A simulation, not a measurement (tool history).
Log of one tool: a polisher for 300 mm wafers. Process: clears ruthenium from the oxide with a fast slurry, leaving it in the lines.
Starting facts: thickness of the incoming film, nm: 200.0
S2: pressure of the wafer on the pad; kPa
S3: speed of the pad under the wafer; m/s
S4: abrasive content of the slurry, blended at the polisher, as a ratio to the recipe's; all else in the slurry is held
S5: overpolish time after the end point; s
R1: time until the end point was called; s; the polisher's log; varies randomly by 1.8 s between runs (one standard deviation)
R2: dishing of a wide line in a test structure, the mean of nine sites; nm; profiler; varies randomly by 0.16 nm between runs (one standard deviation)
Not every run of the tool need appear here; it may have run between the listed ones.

Run 1, hour 0: flow of slurry (ml/min) 290, S2 14.5 kPa, S3 1 m/s, S4 1, S5 10 s. Result: R1 74.306 s, R2 20.773 nm.
Run 2, hour 6.2: flow of slurry (ml/min) 290, S2 14.5 kPa, S3 1 m/s, S4 1, S5 6 s. Result: R1 73.908 s, R2 12.78 nm.
Run 3, hour 9.3: flow of slurry (ml/min) 290, S2 14.5 kPa, S3 1 m/s, S4 1.15, S5 6 s. Result: R1 68.997 s, R2 13.791 nm.
Run 4, hour 11.8: flow of slurry (ml/min) 290, S2 14.5 kPa, S3 0.88 m/s, S4 1.15, S5 6 s. Result: R1 77.489 s, R2 11.906 nm.
Run 5, hour 17.4: flow of slurry (ml/min) 290, S2 14.5 kPa, S3 0.88 m/s, S4 1.35, S5 6 s. Result: R1 74.506 s, R2 12.84 nm.
Run 6, hour 26.1: flow of slurry (ml/min) 290, S2 17.2 kPa, S3 0.88 m/s, S4 1.35, S5 6 s. Result: R1 62.328 s, R2 15.375 nm.

Estimate the outcome of run 7 from the log above:
Run 7, hour 34.4: flow of slurry (ml/min) 280, S2 13.1 kPa, S3 0.76 m/s, S4 1.35, S5 11 s. Result: R1 ?, R2 ?.

Run 7 came out at R1 95.324 s, R2 18.264 nm.
